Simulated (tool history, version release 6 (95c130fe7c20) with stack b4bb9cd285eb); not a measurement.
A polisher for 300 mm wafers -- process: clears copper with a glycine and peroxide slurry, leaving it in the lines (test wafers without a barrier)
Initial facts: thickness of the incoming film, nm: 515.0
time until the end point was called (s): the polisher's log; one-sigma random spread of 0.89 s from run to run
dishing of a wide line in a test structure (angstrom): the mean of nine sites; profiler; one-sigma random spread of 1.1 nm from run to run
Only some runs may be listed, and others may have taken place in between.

| run | day | flow of slurry (ml/min) | pressure of the wafer on the pad (kPa) | speed of the pad under the wafer (m/s) | overpolish time after the end point (s) | time until the end point was called (s) | dishing of a wide line in a test structure (angstrom) |
|---|---|---|---|---|---|---|---|
| 1 | 0.000 | 210 | 23.4 | 0.86 | 29 | 101.890 | 888.25 |
| 2 | 0.212 | 245 | 23.4 | 0.86 | 29 | 101.320 | 891.72 |
| 3 | 0.412 | 265 | 22.8 | 1.02 | 22 | 88.926 | 784.79 |
| 4 | 0.750 | 225 | 22.8 | 1.02 | 22 | 86.634 | 801.49 |
| 5 | 1.117 | 250 | 22.8 | 1.02 | 22 | 88.685 | 794.18 |
| 6 | 1.188 | 225 | 22.8 | 1.02 | 22 | 90.914 | 779.17 |

Run 7 is up next; what results do you expect?
| 7 | 1.475 | 225 | 22.8 | 1.02 | 22 | ? | ? |

time until the end point was called (s): 89.919
dishing of a wide line in a test structure (angstrom): 795.04

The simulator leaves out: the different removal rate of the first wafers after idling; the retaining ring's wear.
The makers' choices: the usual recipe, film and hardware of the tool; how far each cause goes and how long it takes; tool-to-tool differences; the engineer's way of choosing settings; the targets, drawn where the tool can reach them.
